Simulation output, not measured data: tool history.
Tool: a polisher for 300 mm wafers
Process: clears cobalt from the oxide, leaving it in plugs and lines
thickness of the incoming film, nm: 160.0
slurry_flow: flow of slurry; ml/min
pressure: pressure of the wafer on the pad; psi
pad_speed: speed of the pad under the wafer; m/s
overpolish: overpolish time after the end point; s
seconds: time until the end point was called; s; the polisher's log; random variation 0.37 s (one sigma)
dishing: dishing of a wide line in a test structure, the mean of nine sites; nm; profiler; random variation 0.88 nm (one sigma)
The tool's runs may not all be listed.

run    day  slurry_flow  pressure  pad_speed  overpolish  seconds  dishing
  1  0.000          270       1.7       1.26          26   29.277   52.161
  2  0.358          270       1.7       0.96          26   34.832   50.572
  3  0.388          270       2.0       0.96          26   30.920   49.928
  4  0.500          270       2.2       1.04          26   26.747   53.136
  5  0.804          270       2.2       1.04          37   26.416   57.381
  6  1.112          270       2.0       1.04          37   28.336   55.696
  7  1.233          270       2.2       1.10          31   26.181   55.547

Forecast run 8:
  8  1.579          275       2.3       1.18          25        ?        ?

Run 8 gave seconds 24.116 s, dishing 54.106 nm.
